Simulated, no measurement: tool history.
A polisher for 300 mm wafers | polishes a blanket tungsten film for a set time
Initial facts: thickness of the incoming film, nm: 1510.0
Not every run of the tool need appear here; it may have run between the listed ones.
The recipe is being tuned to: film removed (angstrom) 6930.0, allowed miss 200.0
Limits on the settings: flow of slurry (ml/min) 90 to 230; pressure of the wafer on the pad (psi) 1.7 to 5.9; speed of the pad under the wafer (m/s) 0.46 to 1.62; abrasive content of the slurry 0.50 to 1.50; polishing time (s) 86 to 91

run  hour  flow of slurry (ml/min)  pressure of the wafer on the pad (psi)  speed of the pad under the wafer (m/s)  abrasive content of the slurry  polishing time (s)  film removed (angstrom)
  1   0.0                      150                                     3.8                                    1.04                            1.00                  86                   4311.4
  2   8.6                      150                                     3.8                                    0.88                            1.00                  86                   3698.6
  3  12.8                      150                                     3.8                                    0.88                            1.00                  86                   3671.9
  4  15.5                      155                                     4.1                                    0.88                            1.00                  86                   3927.9
  5  16.7                      155                                     4.1                                    0.66                            1.00                  86                   2982.4
  6  22.9                      155                                     4.1                                    0.66                            1.00                  91                   3209.1
  7  27.9                      155                                     4.3                                    0.70                            1.00                  91                   3466.5
  8  33.4                      185                                     5.3                                    0.98                            1.05                  91                   6174.9
  9  40.1                      185                                     5.4                                    0.98                            1.05                  91                   6252.4
 10  46.2                      185                                     5.5                                    0.98                            1.05                  91                   6261.1
 11  47.2                      185                                     5.6                                    0.98                            1.05                  91                   6455.6
 12  48.7                      190                                     5.8                                    0.98                            1.05                  91                   6701.5

Of the 4 settings listed for the next run, only one would bring every result within its allowed miss of target. Which one?
  A  50.2                      195                                     5.5                                    1.00                            0.95                  90                        ?
  B  50.2                      200                                     5.9                                    0.92                            1.10                  91                        ?
  C  50.2                      150                                     5.9                                    0.94                            1.50                  91                        ?
  D  50.2                      180                                     5.7                                    0.94                            0.95                  91                        ?

move  film removed (angstrom)
   A                   6336.6
   B                   6561.0
   C                   6898.2
   D                   6166.4
A: further off than the last run
B: further off than the last run
C: all results land within tolerance of their targets
D: further off than the last run
Answer: C
